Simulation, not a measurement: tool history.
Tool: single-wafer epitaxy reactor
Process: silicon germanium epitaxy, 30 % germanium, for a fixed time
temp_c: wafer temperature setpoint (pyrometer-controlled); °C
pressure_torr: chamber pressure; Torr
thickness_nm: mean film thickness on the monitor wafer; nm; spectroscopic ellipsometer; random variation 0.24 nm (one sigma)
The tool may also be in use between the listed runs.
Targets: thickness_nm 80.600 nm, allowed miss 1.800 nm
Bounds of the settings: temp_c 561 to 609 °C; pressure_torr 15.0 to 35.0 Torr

run  hour  temp_c  pressure_torr  thickness_nm
  1   0.0     585           25.0        53.516
  2   2.3     585           20.5        47.945
  3   4.8     592           21.4        56.106
  4   6.3     583           21.4        47.143
  5  14.1     591           22.0        55.659
  6  18.2     596           22.5        61.510
  7  23.8     600           23.0        66.746
  8  27.7     603           23.4        71.561
  9  35.9     605           23.5        73.874
 10  42.0     606           23.7        75.711

5 next moves are on the table. One of them brings every result within its allowed miss. Which?
  A  48.1     605           25.6             ?
  B  48.1     603           23.5             ?
  C  48.1     604           28.6             ?
  D  48.1     603           27.1             ?
  E  48.1     603           27.0             ?

move  thickness_nm
   A        77.553
   B        71.401
   C        80.867
   D        77.219
   E        77.066
A: nearer than the last run, and not there yet
B: further off than the last run
C: meets every target
D: nearer than the last run, and not there yet
E: nearer than the last run, and not there yet
The right move is C.
